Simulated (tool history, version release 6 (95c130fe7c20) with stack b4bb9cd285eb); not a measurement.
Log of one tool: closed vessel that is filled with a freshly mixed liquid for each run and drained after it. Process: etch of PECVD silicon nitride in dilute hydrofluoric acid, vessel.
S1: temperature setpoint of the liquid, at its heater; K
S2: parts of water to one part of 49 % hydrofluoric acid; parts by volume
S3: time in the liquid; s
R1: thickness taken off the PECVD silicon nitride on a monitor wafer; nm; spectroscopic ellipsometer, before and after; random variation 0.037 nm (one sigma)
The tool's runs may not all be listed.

{"run": 1, "hour": 0.0, "S1": 296.15, "S2": 250, "S3": 430, "R1": 2.9146}
{"run": 2, "hour": 2.2, "S1": 298.15, "S2": 250, "S3": 430, "R1": 3.2859}
{"run": 3, "hour": 7.7, "S1": 298.15, "S2": 185, "S3": 430, "R1": 4.4535}
{"run": 4, "hour": 9.8, "S1": 298.15, "S2": 185, "S3": 430, "R1": 4.4621}
{"run": 5, "hour": 10.9, "S1": 298.15, "S2": 185, "S3": 220, "R1": 2.2406}
{"run": 6, "hour": 15.4, "S1": 298.15, "S2": 185, "S3": 220, "R1": 2.2856}
{"run": 7, "hour": 19.2, "S1": 299.65, "S2": 145, "S3": 245, "R1": 3.5351}

Forecast run 8:
{"run": 8, "hour": 24.7, "S1": 300.65, "S2": 145, "S3": 245, "R1": "?"}

{"run 8": {"R1": 3.7344}}

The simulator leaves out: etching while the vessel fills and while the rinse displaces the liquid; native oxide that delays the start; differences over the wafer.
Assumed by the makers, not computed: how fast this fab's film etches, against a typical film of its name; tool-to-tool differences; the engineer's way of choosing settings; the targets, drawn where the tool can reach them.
